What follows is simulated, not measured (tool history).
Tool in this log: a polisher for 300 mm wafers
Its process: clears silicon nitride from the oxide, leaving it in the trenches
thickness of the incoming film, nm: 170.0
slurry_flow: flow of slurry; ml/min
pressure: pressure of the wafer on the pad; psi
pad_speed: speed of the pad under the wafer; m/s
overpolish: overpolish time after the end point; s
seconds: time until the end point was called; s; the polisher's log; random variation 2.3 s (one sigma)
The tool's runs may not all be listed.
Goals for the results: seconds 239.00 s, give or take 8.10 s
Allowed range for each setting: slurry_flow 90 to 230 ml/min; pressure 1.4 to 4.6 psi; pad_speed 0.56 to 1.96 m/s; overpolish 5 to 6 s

Run 1, hour 0.0: slurry_flow 150 ml/min, pressure 3.0 psi, pad_speed 1.26 m/s, overpolish 6 s. Result: seconds 159.71 s.
Run 2, hour 5.5: slurry_flow 150 ml/min, pressure 2.8 psi, pad_speed 1.26 m/s, overpolish 6 s. Result: seconds 173.21 s.
Run 3, hour 13.7: slurry_flow 150 ml/min, pressure 2.7 psi, pad_speed 1.26 m/s, overpolish 6 s. Result: seconds 178.59 s.
Run 4, hour 20.8: slurry_flow 150 ml/min, pressure 2.6 psi, pad_speed 1.26 m/s, overpolish 6 s. Result: seconds 180.90 s.
Run 5, hour 21.7: slurry_flow 150 ml/min, pressure 2.6 psi, pad_speed 1.48 m/s, overpolish 6 s. Result: seconds 160.39 s.
Run 6, hour 22.9: slurry_flow 150 ml/min, pressure 2.4 psi, pad_speed 1.48 m/s, overpolish 6 s. Result: seconds 173.30 s.
Run 7, hour 27.3: slurry_flow 150 ml/min, pressure 2.2 psi, pad_speed 1.48 m/s, overpolish 6 s. Result: seconds 191.45 s.
Run 8, hour 28.7: slurry_flow 135 ml/min, pressure 1.6 psi, pad_speed 1.48 m/s, overpolish 6 s. Result: seconds 264.10 s.
Run 9, hour 37.3: slurry_flow 140 ml/min, pressure 1.6 psi, pad_speed 1.48 m/s, overpolish 6 s. Result: seconds 256.24 s.

Which one of the following 4 next-run settings gets every result inside its allowed miss? There is exactly one.
Run A, hour 45.9: slurry_flow 150 ml/min, pressure 1.5 psi, pad_speed 1.52 m/s, overpolish 6 s. Result: seconds ?.
Run B, hour 45.9: slurry_flow 155 ml/min, pressure 1.7 psi, pad_speed 1.48 m/s, overpolish 6 s. Result: seconds ?.
Run C, hour 45.9: slurry_flow 175 ml/min, pressure 2.0 psi, pad_speed 1.10 m/s, overpolish 6 s. Result: seconds ?.
Run D, hour 45.9: slurry_flow 130 ml/min, pressure 1.7 psi, pad_speed 1.34 m/s, overpolish 6 s. Result: seconds ?.

move  seconds
   A   261.82
   B   236.48
   C   251.86
   D   264.51
A: the biggest miss grows against the last run
B: each result inside its tolerance
C: closes in on the targets versus the last run, not all within tolerance yet
D: the biggest miss grows against the last run
Answer: B
